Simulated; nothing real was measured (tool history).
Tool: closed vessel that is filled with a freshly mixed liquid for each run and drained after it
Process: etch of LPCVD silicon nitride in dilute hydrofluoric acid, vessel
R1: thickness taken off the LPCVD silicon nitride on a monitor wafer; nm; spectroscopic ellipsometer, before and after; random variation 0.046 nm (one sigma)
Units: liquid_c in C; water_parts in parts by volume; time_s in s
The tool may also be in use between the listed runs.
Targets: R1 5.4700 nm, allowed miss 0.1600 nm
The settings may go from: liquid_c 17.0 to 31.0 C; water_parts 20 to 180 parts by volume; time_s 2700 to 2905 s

run 1 hour=0.0 | liquid_c=23.0 water_parts=100 time_s=2700 | R1=11.5640
run 2 hour=8.3 | liquid_c=22.0 water_parts=105 time_s=2700 | R1=10.4510
run 3 hour=11.5 | liquid_c=21.0 water_parts=110 time_s=2700 | R1=9.2403
run 4 hour=20.4 | liquid_c=21.0 water_parts=110 time_s=2905 | R1=9.9783
run 5 hour=26.6 | liquid_c=20.5 water_parts=115 time_s=2905 | R1=9.2285
run 6 hour=33.3 | liquid_c=20.5 water_parts=145 time_s=2905 | R1=7.4512
run 7 hour=40.6 | liquid_c=20.5 water_parts=145 time_s=2905 | R1=7.4027
run 8 hour=42.5 | liquid_c=20.0 water_parts=145 time_s=2905 | R1=7.1882
run 9 hour=48.2 | liquid_c=19.5 water_parts=145 time_s=2905 | R1=7.0383
run 10 hour=56.0 | liquid_c=19.0 water_parts=145 time_s=2905 | R1=6.6776
run 11 hour=63.7 | liquid_c=18.5 water_parts=145 time_s=2905 | R1=6.4684
run 12 hour=70.1 | liquid_c=18.0 water_parts=145 time_s=2905 | R1=6.2315

Which of these 5 next moves meets every target?
run A hour=76.5 | liquid_c=17.5 water_parts=140 time_s=2715 | R1=?
run B hour=76.5 | liquid_c=20.0 water_parts=155 time_s=2710 | R1=?
run C hour=76.5 | liquid_c=17.0 water_parts=115 time_s=2700 | R1=?
run D hour=76.5 | liquid_c=17.5 water_parts=125 time_s=2855 | R1=?
run E hour=76.5 | liquid_c=17.0 water_parts=145 time_s=2755 | R1=?

move=A R1=5.8134
move=B R1=6.2252
move=C R1=6.7550
move=D R1=6.8211
move=E R1=5.5104
A: nearer than the last run, and not there yet
B: as far off as the last run
C: further off than the last run
D: further off than the last run
E: meets every target
Move E is the one to make.
